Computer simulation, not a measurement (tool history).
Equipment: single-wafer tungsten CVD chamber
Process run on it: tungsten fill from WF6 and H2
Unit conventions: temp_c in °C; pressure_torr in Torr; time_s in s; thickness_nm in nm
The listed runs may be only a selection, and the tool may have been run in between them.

run	hour	temp_c	pressure_torr	time_s	thickness_nm
1	0	375	36.9	27.4	51.99
2	5.7	380	37	27.4	56.472
3	7.7	370	37	27.4	47.362
4	16.2	377	37.2	27.4	53.661
5	18.4	377	32	27.4	50.424
6	21.7	387	32	27.4	59.829

The next listed run, before its measurement:
7	26.7	390	32.1	27.4	?

Run 7 produced thickness_nm 64.048 nm.
